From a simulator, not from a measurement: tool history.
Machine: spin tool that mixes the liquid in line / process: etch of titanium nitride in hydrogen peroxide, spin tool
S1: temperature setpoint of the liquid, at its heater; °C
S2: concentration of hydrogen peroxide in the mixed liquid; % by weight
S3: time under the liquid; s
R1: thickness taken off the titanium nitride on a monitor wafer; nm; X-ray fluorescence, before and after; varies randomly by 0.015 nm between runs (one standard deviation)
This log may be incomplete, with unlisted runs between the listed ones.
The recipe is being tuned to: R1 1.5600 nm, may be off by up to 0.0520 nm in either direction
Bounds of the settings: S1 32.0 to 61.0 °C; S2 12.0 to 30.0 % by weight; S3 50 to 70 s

run	day	S1	S2	S3	R1
1	0.000	45.0	22.5	70	3.2952
2	0.321	50.5	22.5	70	5.0168
3	0.646	50.5	25.0	70	5.0734
4	0.775	47.5	25.0	70	4.1321
5	0.888	44.5	25.0	70	3.3340
6	1.192	42.5	25.0	70	2.7995
7	1.500	41.0	25.0	70	2.4825
8	1.588	40.0	25.0	70	2.3341
9	1.758	39.0	25.0	70	2.1653
10	1.933	39.0	25.0	70	2.1700
11	2.050	38.0	25.0	70	2.0270
12	2.304	37.5	25.0	70	1.9630
13	2.412	37.0	25.0	70	1.8455
14	2.529	36.5	25.0	70	1.7711
15	2.838	36.0	25.0	70	1.7143
16	3.117	35.5	25.0	70	1.6380

5 next moves are on the table. One of them brings every result within its allowed miss. Which?
A	3.396	36.0	21.5	70	?
B	3.396	35.0	24.0	70	?
C	3.396	38.0	26.0	50	?
D	3.396	37.5	29.5	50	?
E	3.396	36.0	27.0	70	?

move	R1
A	1.6596
B	1.5702
C	1.4452
D	1.4291
E	1.7439
A: its largest miss is bigger than the last run's
B: all results land within tolerance of their targets
C: moves the result that the last run missed by most past its target, out the other side
D: moves the result that the last run missed by most past its target, out the other side
E: its largest miss is bigger than the last run's
So the answer is move B, the one that meets all the targets.

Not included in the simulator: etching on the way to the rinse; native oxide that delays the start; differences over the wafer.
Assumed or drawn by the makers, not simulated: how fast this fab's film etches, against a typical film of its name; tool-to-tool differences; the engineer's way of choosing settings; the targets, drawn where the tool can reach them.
